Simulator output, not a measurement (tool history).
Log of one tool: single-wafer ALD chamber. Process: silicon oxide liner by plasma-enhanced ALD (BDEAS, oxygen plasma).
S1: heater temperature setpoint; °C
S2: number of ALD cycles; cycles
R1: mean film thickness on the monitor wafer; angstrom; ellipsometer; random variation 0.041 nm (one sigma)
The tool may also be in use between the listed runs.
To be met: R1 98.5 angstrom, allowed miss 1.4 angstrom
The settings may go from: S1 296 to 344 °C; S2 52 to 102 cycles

Run 1, day 0: S1 320 °C, S2 77 cycles. Result: R1 77.536 angstrom.
Run 2, day 0.05: S1 318 °C, S2 83 cycles. Result: R1 83.94 angstrom.
Run 3, day 0.212: S1 323 °C, S2 83 cycles. Result: R1 82.958 angstrom.
Run 4, day 0.325: S1 319 °C, S2 87 cycles. Result: R1 88.27 angstrom.
Run 5, day 0.592: S1 326 °C, S2 87 cycles. Result: R1 86.71 angstrom.
Run 6, day 0.829: S1 321 °C, S2 89 cycles. Result: R1 89.548 angstrom.
Run 7, day 1.15: S1 318 °C, S2 91 cycles. Result: R1 92.767 angstrom.
Run 8, day 1.296: S1 318 °C, S2 91 cycles. Result: R1 92.041 angstrom.
Run 9, day 1.475: S1 317 °C, S2 93 cycles. Result: R1 94.301 angstrom.
Run 10, day 1.758: S1 316 °C, S2 94 cycles. Result: R1 96.126 angstrom.
Run 11, day 2.062: S1 316 °C, S2 94 cycles. Result: R1 94.523 angstrom.
Run 12, day 2.267: S1 316 °C, S2 95 cycles. Result: R1 95.825 angstrom.

5 next moves are on the table. One of them brings every result within its allowed miss. Which?
Run A, day 2.471: S1 306 °C, S2 98 cycles. Result: R1 ?.
Run B, day 2.471: S1 312 °C, S2 100 cycles. Result: R1 ?.
Run C, day 2.471: S1 327 °C, S2 99 cycles. Result: R1 ?.
Run D, day 2.471: S1 315 °C, S2 101 cycles. Result: R1 ?.
Run E, day 2.471: S1 318 °C, S2 101 cycles. Result: R1 ?.

move      R1
   A  101.51
   B  102.58
   C   99.09
   D   103.1
   E   102.6
A: takes the result that was furthest off past its target
B: takes the result that was furthest off past its target
C: meets every target
D: takes the result that was furthest off past its target
E: takes the result that was furthest off past its target
The right move is C.

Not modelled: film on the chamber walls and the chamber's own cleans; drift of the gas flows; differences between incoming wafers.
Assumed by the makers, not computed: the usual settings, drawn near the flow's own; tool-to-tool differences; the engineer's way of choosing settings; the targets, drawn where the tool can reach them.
